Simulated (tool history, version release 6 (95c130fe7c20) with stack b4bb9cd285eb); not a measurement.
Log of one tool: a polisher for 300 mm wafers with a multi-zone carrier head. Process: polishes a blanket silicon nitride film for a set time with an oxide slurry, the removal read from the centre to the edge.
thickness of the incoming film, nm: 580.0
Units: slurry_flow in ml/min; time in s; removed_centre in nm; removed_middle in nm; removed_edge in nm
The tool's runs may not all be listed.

{"run": 1, "day": 0.0, "slurry_flow": 120, "centre_zone": 1.0, "middle_zone": 1.0, "edge_zone": 1.0, "slurry_solids": 1.0, "time": 81, "removed_centre": 52.247, "removed_middle": 53.709, "removed_edge": 51.994}
{"run": 2, "day": 0.117, "slurry_flow": 120, "centre_zone": 1.0, "middle_zone": 0.97, "edge_zone": 1.0, "slurry_solids": 1.0, "time": 81, "removed_centre": 51.735, "removed_middle": 52.122, "removed_edge": 52.116}
{"run": 3, "day": 0.262, "slurry_flow": 120, "centre_zone": 1.0, "middle_zone": 0.97, "edge_zone": 1.0, "slurry_solids": 1.2, "time": 81, "removed_centre": 56.311, "removed_middle": 56.087, "removed_edge": 56.455}
{"run": 4, "day": 0.521, "slurry_flow": 115, "centre_zone": 0.98, "middle_zone": 0.98, "edge_zone": 0.96, "slurry_solids": 1.0, "time": 81, "removed_centre": 50.557, "removed_middle": 52.376, "removed_edge": 51.177}
{"run": 5, "day": 0.725, "slurry_flow": 115, "centre_zone": 1.01, "middle_zone": 0.98, "edge_zone": 0.96, "slurry_solids": 1.0, "time": 81, "removed_centre": 52.621, "removed_middle": 52.367, "removed_edge": 51.132}
{"run": 6, "day": 0.858, "slurry_flow": 115, "centre_zone": 0.99, "middle_zone": 1.0, "edge_zone": 0.93, "slurry_solids": 0.85, "time": 80, "removed_centre": 46.424, "removed_middle": 48.341, "removed_edge": 46.296}
{"run": 7, "day": 1.112, "slurry_flow": 110, "centre_zone": 0.98, "middle_zone": 1.03, "edge_zone": 0.9, "slurry_solids": 0.8, "time": 80, "removed_centre": 44.331, "removed_middle": 47.321, "removed_edge": 44.43}
{"run": 8, "day": 1.346, "slurry_flow": 105, "centre_zone": 0.97, "middle_zone": 1.06, "edge_zone": 0.88, "slurry_solids": 0.75, "time": 80, "removed_centre": 41.983, "removed_middle": 46.352, "removed_edge": 41.54}
{"run": 9, "day": 1.642, "slurry_flow": 95, "centre_zone": 0.96, "middle_zone": 1.07, "edge_zone": 0.87, "slurry_solids": 0.75, "time": 80, "removed_centre": 39.692, "removed_middle": 45.418, "removed_edge": 40.414}
{"run": 10, "day": 1.675, "slurry_flow": 90, "centre_zone": 0.96, "middle_zone": 1.08, "edge_zone": 0.86, "slurry_solids": 0.75, "time": 80, "removed_centre": 38.985, "removed_middle": 45.778, "removed_edge": 40.618}
{"run": 11, "day": 1.7, "slurry_flow": 90, "centre_zone": 0.98, "middle_zone": 1.09, "edge_zone": 0.81, "slurry_solids": 0.6, "time": 80, "removed_centre": 34.791, "removed_middle": 40.095, "removed_edge": 34.733}
{"run": 12, "day": 1.767, "slurry_flow": 100, "centre_zone": 0.97, "middle_zone": 1.09, "edge_zone": 0.82, "slurry_solids": 0.6, "time": 80, "removed_centre": 36.606, "removed_middle": 41.675, "removed_edge": 35.545}
{"run": 13, "day": 2.071, "slurry_flow": 105, "centre_zone": 0.96, "middle_zone": 1.09, "edge_zone": 0.83, "slurry_solids": 0.6, "time": 80, "removed_centre": 36.087, "removed_middle": 42.755, "removed_edge": 35.855}

The next listed run, before its measurement:
{"run": 14, "day": 2.229, "slurry_flow": 105, "centre_zone": 0.96, "middle_zone": 1.09, "edge_zone": 0.85, "slurry_solids": 0.6, "time": 80, "removed_centre": "?", "removed_middle": "?", "removed_edge": "?"}

Run 14 gave removed_centre 37.251 nm, removed_middle 42.654 nm, removed_edge 36.699 nm.

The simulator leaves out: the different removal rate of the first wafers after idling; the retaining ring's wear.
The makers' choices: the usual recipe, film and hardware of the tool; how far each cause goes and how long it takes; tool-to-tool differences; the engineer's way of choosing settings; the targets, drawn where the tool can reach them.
